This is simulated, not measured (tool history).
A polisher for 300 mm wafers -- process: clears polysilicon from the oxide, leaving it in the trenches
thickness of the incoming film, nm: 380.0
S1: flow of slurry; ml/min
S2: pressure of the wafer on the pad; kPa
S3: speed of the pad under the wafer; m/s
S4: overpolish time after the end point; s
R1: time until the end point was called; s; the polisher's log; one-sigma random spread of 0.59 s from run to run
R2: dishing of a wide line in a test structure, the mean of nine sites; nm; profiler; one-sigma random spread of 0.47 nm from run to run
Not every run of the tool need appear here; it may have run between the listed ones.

run 1 day=0.000 | S1=205 S2=22.8 S3=0.78 S4=11 | R1=35.296 R2=44.625
run 2 day=0.338 | S1=205 S2=22.1 S3=0.78 S4=12 | R1=36.457 R2=45.175
run 3 day=0.396 | S1=205 S2=22.1 S3=0.78 S4=15 | R1=35.629 R2=47.590
run 4 day=0.629 | S1=205 S2=21.4 S3=0.78 S4=15 | R1=37.285 R2=47.299
run 5 day=0.783 | S1=175 S2=21.4 S3=0.78 S4=15 | R1=38.008 R2=47.278
run 6 day=1.104 | S1=155 S2=21.4 S3=0.78 S4=15 | R1=38.932 R2=46.863
run 7 day=1.208 | S1=155 S2=20.7 S3=0.78 S4=15 | R1=39.845 R2=46.446
run 8 day=1.321 | S1=155 S2=20.0 S3=0.78 S4=15 | R1=41.649 R2=46.008
run 9 day=1.375 | S1=155 S2=19.3 S3=0.78 S4=15 | R1=42.056 R2=45.995

Run 10 is up next; what results do you expect?
run 10 day=1.492 | S1=155 S2=18.6 S3=0.78 S4=15 | R1=? R2=?

R1: 43.909 s
R2: 45.085 nm

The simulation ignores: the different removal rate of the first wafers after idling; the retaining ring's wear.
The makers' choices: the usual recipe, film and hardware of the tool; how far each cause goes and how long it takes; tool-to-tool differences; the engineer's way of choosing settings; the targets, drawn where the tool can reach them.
